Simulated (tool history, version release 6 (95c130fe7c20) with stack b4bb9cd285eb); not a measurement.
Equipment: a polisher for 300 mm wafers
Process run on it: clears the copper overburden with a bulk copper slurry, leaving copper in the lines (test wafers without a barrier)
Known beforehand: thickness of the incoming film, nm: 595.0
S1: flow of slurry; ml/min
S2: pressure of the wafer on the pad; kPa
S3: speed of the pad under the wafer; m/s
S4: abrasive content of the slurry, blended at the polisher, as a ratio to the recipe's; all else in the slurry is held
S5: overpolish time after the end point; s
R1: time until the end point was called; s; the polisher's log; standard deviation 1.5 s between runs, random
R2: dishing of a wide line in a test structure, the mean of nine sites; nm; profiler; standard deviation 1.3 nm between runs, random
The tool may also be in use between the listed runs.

run	hour	S1	S2	S3	S4	S5	R1	R2
1	0	205	15.2	1.02	1	28	95.29	81.048
2	8.1	205	15.2	0.76	1	28	120.91	71.423
3	12.8	205	16.5	0.76	1	28	116.79	73.542
4	21.6	205	16.5	0.66	1	28	126.73	71.926
5	23	205	16.5	0.46	1	28	170.99	55.701
6	27.2	205	20.7	0.46	1	28	146.84	62.029

Expected results for the next run?
7	32.2	205	21.4	0.5	1	25	?	?

Run 7 yielded R1 133.45 s, R2 67.339 nm.
